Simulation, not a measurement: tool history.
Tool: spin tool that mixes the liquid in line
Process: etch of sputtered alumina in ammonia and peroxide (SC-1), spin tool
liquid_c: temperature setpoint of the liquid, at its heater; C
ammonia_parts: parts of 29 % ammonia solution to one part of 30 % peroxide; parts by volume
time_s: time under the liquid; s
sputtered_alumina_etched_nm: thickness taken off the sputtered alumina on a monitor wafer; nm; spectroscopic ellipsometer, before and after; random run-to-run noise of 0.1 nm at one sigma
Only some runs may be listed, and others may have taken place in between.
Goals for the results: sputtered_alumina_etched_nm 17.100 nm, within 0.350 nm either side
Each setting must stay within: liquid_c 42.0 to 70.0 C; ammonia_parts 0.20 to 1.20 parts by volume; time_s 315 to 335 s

run 1 hour=0.0 | liquid_c=58.0 ammonia_parts=1.00 time_s=315 | sputtered_alumina_etched_nm=27.396
run 2 hour=6.2 | liquid_c=58.0 ammonia_parts=1.15 time_s=315 | sputtered_alumina_etched_nm=27.845
run 3 hour=11.8 | liquid_c=55.0 ammonia_parts=1.15 time_s=315 | sputtered_alumina_etched_nm=23.983
run 4 hour=16.2 | liquid_c=54.5 ammonia_parts=1.15 time_s=315 | sputtered_alumina_etched_nm=23.148
run 5 hour=21.5 | liquid_c=54.0 ammonia_parts=1.15 time_s=315 | sputtered_alumina_etched_nm=22.681
run 6 hour=26.0 | liquid_c=53.5 ammonia_parts=1.15 time_s=315 | sputtered_alumina_etched_nm=22.232
run 7 hour=28.5 | liquid_c=53.0 ammonia_parts=1.15 time_s=315 | sputtered_alumina_etched_nm=21.329
run 8 hour=30.7 | liquid_c=52.5 ammonia_parts=1.15 time_s=315 | sputtered_alumina_etched_nm=20.959
run 9 hour=32.2 | liquid_c=52.5 ammonia_parts=1.15 time_s=315 | sputtered_alumina_etched_nm=21.115
run 10 hour=35.7 | liquid_c=47.5 ammonia_parts=1.15 time_s=315 | sputtered_alumina_etched_nm=16.011
run 11 hour=40.6 | liquid_c=48.0 ammonia_parts=1.15 time_s=315 | sputtered_alumina_etched_nm=16.409

5 next moves are on the table. One of them brings every result within its allowed miss. Which?
run A hour=45.5 | liquid_c=47.0 ammonia_parts=1.20 time_s=315 | sputtered_alumina_etched_nm=?
run B hour=45.5 | liquid_c=48.0 ammonia_parts=1.20 time_s=315 | sputtered_alumina_etched_nm=?
run C hour=45.5 | liquid_c=49.0 ammonia_parts=1.05 time_s=315 | sputtered_alumina_etched_nm=?
run D hour=45.5 | liquid_c=46.0 ammonia_parts=1.10 time_s=335 | sputtered_alumina_etched_nm=?
run E hour=45.5 | liquid_c=47.5 ammonia_parts=1.20 time_s=315 | sputtered_alumina_etched_nm=?

move=A sputtered_alumina_etched_nm=15.547
move=B sputtered_alumina_etched_nm=16.441
move=C sputtered_alumina_etched_nm=17.160
move=D sputtered_alumina_etched_nm=15.499
move=E sputtered_alumina_etched_nm=15.989
A: its largest miss is bigger than the last run's
B: roughly where the last run was
C: every result within its allowed miss
D: its largest miss is bigger than the last run's
E: its largest miss is bigger than the last run's
C meets every target.
